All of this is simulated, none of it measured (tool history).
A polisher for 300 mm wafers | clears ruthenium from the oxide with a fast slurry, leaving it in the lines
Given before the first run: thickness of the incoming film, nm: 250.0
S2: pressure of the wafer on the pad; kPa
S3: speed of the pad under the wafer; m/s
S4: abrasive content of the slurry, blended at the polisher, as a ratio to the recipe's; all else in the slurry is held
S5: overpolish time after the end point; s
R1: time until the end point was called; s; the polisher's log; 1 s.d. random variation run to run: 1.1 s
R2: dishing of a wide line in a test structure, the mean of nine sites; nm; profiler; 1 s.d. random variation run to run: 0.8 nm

Run 1, hour 0.0: flow of slurry (ml/min) 295, S2 22.1 kPa, S3 0.82 m/s, S4 1.0, S5 24 s. Result: R1 57.164 s, R2 65.072 nm.
Run 2, hour 5.1: flow of slurry (ml/min) 295, S2 19.3 kPa, S3 0.82 m/s, S4 1.0, S5 24 s. Result: R1 65.606 s, R2 60.004 nm.
Run 3, hour 9.7: flow of slurry (ml/min) 295, S2 17.2 kPa, S3 0.82 m/s, S4 1.0, S5 24 s. Result: R1 73.565 s, R2 56.340 nm.
Run 4, hour 18.7: flow of slurry (ml/min) 295, S2 20.0 kPa, S3 0.82 m/s, S4 1.0, S5 24 s. Result: R1 64.088 s, R2 60.859 nm.
Run 5, hour 19.7: flow of slurry (ml/min) 295, S2 20.0 kPa, S3 0.82 m/s, S4 0.8, S5 24 s. Result: R1 71.282 s, R2 56.430 nm.
Run 6, hour 26.3: flow of slurry (ml/min) 295, S2 20.0 kPa, S3 1.00 m/s, S4 0.8, S5 24 s. Result: R1 58.876 s, R2 65.146 nm.
Run 7, hour 28.8: flow of slurry (ml/min) 295, S2 17.9 kPa, S3 1.00 m/s, S4 0.8, S5 24 s. Result: R1 66.483 s, R2 60.763 nm.
Run 8, hour 33.1: flow of slurry (ml/min) 295, S2 16.5 kPa, S3 1.00 m/s, S4 0.8, S5 24 s. Result: R1 71.051 s, R2 58.842 nm.
Run 9, hour 40.9: flow of slurry (ml/min) 295, S2 16.5 kPa, S3 1.00 m/s, S4 0.8, S5 24 s. Result: R1 70.157 s, R2 56.592 nm.

Predict the results of run 10:
At hour 49.5: slurry nozzle cleaned.
Run 10, hour 49.5: flow of slurry (ml/min) 295, S2 15.2 kPa, S3 1.00 m/s, S4 0.8, S5 24 s. Result: R1 ?, R2 ?.

{"run 10": {"R1": 73.21, "R2": 56.956}}

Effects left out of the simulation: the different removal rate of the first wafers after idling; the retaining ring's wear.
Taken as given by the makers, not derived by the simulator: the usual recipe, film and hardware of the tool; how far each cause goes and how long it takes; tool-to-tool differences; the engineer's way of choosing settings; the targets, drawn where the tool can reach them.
